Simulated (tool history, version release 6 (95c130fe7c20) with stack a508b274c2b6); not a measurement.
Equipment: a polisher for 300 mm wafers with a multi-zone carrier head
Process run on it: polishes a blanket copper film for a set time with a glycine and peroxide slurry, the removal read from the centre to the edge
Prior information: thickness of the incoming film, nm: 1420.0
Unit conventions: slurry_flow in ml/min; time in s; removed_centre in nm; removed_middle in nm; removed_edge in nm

run 1 hour=0.0 | slurry_flow=220 centre_zone=1.00 middle_zone=1.00 edge_zone=1.00 time=67 | removed_centre=252.68 removed_middle=251.01 removed_edge=258.74
run 2 hour=2.2 | slurry_flow=220 centre_zone=1.00 middle_zone=1.00 edge_zone=1.05 time=67 | removed_centre=259.70 removed_middle=252.20 removed_edge=261.39
run 3 hour=9.5 | slurry_flow=220 centre_zone=1.00 middle_zone=1.06 edge_zone=1.05 time=67 | removed_centre=251.80 removed_middle=263.26 removed_edge=263.04
run 4 hour=11.5 | slurry_flow=220 centre_zone=1.00 middle_zone=1.06 edge_zone=1.05 time=78 | removed_centre=297.61 removed_middle=307.50 removed_edge=304.57
run 5 hour=17.0 | slurry_flow=240 centre_zone=1.06 middle_zone=1.08 edge_zone=1.06 time=79 | removed_centre=325.81 removed_middle=320.31 removed_edge=313.61
run 6 hour=20.6 | slurry_flow=255 centre_zone=1.10 middle_zone=1.09 edge_zone=1.06 time=79 | removed_centre=342.01 removed_middle=324.01 removed_edge=313.25
run 7 hour=26.9 | slurry_flow=265 centre_zone=1.12 middle_zone=1.10 edge_zone=1.07 time=79 | removed_centre=343.29 removed_middle=331.47 removed_edge=316.01

Run 8, settings as shown, results not yet in. Your forecast:
run 8 hour=31.6 | slurry_flow=265 centre_zone=1.12 middle_zone=1.10 edge_zone=1.07 time=79 | removed_centre=? removed_middle=? removed_edge=?

removed_centre: 345.20 nm
removed_middle: 330.41 nm
removed_edge: 316.17 nm

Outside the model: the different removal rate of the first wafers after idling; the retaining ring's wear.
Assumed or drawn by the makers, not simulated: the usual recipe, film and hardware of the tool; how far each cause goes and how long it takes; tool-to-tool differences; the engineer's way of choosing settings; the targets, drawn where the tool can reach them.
